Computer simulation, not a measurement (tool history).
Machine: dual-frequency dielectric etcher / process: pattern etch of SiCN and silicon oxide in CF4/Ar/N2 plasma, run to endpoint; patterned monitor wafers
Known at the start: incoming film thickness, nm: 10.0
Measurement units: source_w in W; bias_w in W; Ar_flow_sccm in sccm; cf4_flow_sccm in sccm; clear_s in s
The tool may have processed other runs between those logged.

run	hour	source_w	bias_w	Ar_flow_sccm	cf4_flow_sccm	clear_s
1	0.0	530	82	131	77	9.9363
2	8.7	480	82	131	77	10.5810
3	15.8	540	83	131	77	9.7604
4	22.7	590	84	131	77	9.1404
5	25.7	620	85	131	77	8.7758
6	32.7	650	85	131	77	8.4959
7	36.6	670	85	131	77	8.3425
8	44.8	680	85	131	77	8.2054

What does the tool deliver on the next run?
9	51.4	690	85	131	77	?

clear_s: 8.1388 s
